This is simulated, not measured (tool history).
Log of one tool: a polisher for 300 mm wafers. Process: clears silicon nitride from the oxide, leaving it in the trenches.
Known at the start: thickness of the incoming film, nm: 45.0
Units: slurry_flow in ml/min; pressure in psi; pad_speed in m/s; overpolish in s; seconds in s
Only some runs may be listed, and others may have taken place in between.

{"run": 1, "hour": 0.0, "slurry_flow": 225, "pressure": 1.7, "pad_speed": 0.78, "overpolish": 12, "seconds": 112.02}
{"run": 2, "hour": 4.1, "slurry_flow": 225, "pressure": 1.5, "pad_speed": 0.78, "overpolish": 12, "seconds": 123.52}
{"run": 3, "hour": 12.8, "slurry_flow": 225, "pressure": 1.5, "pad_speed": 0.96, "overpolish": 12, "seconds": 101.16}
{"run": 4, "hour": 19.5, "slurry_flow": 225, "pressure": 1.5, "pad_speed": 1.08, "overpolish": 12, "seconds": 88.869}
{"run": 5, "hour": 28.4, "slurry_flow": 225, "pressure": 1.9, "pad_speed": 1.08, "overpolish": 12, "seconds": 77.763}
{"run": 6, "hour": 32.7, "slurry_flow": 225, "pressure": 2, "pad_speed": 1.08, "overpolish": 12, "seconds": 75.36}
{"run": 7, "hour": 40.1, "slurry_flow": 220, "pressure": 1.7, "pad_speed": 0.96, "overpolish": 12, "seconds": 91.776}
{"run": 8, "hour": 47.8, "slurry_flow": 230, "pressure": 1.4, "pad_speed": 0.88, "overpolish": 12, "seconds": 113.52}

Run 9, settings as shown, results not yet in. Your forecast:
{"run": 9, "hour": 50.7, "slurry_flow": 230, "pressure": 1.2, "pad_speed": 0.82, "overpolish": 12, "seconds": "?"}

seconds: 132.8 s
